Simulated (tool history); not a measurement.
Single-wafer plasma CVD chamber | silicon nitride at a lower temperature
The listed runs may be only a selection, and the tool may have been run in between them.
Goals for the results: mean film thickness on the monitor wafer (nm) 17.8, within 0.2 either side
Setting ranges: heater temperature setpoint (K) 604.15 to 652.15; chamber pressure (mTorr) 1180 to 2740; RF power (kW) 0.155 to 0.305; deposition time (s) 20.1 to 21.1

run    day  heater temperature setpoint (K)  chamber pressure (mTorr)  RF power (kW)  deposition time (s)  mean film thickness on the monitor wafer (nm)
  1      0                           628.15                      1960           0.23                 21.1                                         20.236
  2  0.329                           628.15                      1820           0.23                 21.1                                         19.889
  3    0.5                           624.15                      1820           0.23                 21.1                                         19.945
  4   0.75                           617.15                      1820           0.23                 21.1                                         19.942
  5  1.004                           617.15                      1710          0.225                 21.1                                         19.284
  6  1.333                           617.15                      1620          0.225                 21.1                                         19.039
  7  1.362                           617.15                      1540          0.225                 21.1                                         18.931
  8  1.529                           617.15                      1480          0.225                 21.1                                         18.673
  9  1.558                           617.15                      1430          0.225                 21.1                                         18.515
 10  1.771                           617.15                      1380          0.225                 21.1                                          18.34
 11  1.817                           617.15                      1350          0.225                 21.1                                         18.186
 12  2.062                           617.15                      1330          0.225                 21.1                                         18.177
 13  2.192                           617.15                      1310          0.225                 21.1                                         18.059

Next run, 5 choices. One meets every target within its allowed miss, the rest don't. Which?
  A  2.321                           616.15                      1420           0.21                 20.6                                              ?
  B  2.321                           616.15                      1390          0.225                 20.5                                              ?
  C  2.321                           623.15                      1550          0.215                 21.1                                              ?
  D  2.321                           619.15                      1370           0.24                 20.4                                              ?
  E  2.321                           620.15                      1310           0.24                 20.5                                              ?

move  mean film thickness on the monitor wafer (nm)
   A                                         17.268
   B                                         17.869
   C                                         18.318
   D                                         18.433
   E                                         18.298
A: the result that was furthest off in the last run now lies on the other side of its target
B: each result inside its tolerance
C: further off than the last run
D: further off than the last run
E: further off than the last run
B is the move that brings every result within its allowed miss.

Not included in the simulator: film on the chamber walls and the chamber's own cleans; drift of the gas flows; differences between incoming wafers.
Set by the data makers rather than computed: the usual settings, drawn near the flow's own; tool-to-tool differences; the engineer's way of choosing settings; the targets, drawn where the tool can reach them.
